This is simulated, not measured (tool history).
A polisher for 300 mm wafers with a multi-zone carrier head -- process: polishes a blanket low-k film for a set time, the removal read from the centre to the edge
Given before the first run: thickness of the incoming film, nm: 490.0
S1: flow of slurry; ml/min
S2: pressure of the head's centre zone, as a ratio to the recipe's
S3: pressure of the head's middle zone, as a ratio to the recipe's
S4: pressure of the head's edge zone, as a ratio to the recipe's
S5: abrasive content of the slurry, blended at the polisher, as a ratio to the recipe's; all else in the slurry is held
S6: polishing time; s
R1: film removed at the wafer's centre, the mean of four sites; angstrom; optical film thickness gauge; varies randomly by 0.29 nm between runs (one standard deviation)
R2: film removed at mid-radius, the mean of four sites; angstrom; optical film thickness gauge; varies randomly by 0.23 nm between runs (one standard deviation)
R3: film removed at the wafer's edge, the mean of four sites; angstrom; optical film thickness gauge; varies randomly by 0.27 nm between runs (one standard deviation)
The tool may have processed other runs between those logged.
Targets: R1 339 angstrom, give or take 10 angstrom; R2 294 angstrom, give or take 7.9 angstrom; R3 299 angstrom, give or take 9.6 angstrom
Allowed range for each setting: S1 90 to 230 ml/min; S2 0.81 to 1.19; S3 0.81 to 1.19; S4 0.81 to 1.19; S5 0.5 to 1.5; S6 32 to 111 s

run	hour	S1	S2	S3	S4	S5	S6	R1	R2	R3
1	0	150	1	1	1	1	71	266.57	270.09	267.38
2	6.1	150	1	1	1	1	87	329.74	329.68	328.41
3	12	170	1	1	1	1	87	337.99	337.77	330.12
4	17.3	150	1	1	1	1	87	327.94	331.96	327.34
5	25.7	150	1.01	0.99	0.98	1	87	330.51	331.85	327.57
6	27.9	155	1.03	0.98	0.97	0.95	87	333.27	323.13	318.2
7	30.7	155	1.04	0.97	0.96	0.95	87	328.64	319.6	310.72
8	34.7	155	1.05	0.96	0.96	0.95	87	335.65	312.5	312.84
9	37.6	155	1.06	0.95	0.95	0.95	87	336.76	311.97	312.72
10	44.7	155	1.07	0.94	0.94	0.95	87	342.81	309.46	312.86
11	51	135	1.09	0.92	0.89	0.9	87	325.71	286.37	289.34

Next run, 4 choices. One meets every target within its allowed miss, the rest don't. Which?
A	57.3	160	1.12	0.93	0.96	0.9	80	?	?	?
B	57.3	175	1.09	0.91	0.92	0.8	92	?	?	?
C	57.3	125	1.08	0.85	0.94	0.95	90	?	?	?
D	57.3	125	1.02	0.84	0.9	0.9	90	?	?	?

move	R1	R2	R3
A	323.37	277.35	280.41
B	341.83	296.01	297.41
C	339.9	285.4	310.63
D	310.75	274.15	295.49
A: moves away from the targets compared with the last run
B: all results in spec
C: the furthest-off result lands on target, but another misses its tolerance
D: moves away from the targets compared with the last run
B meets every target.
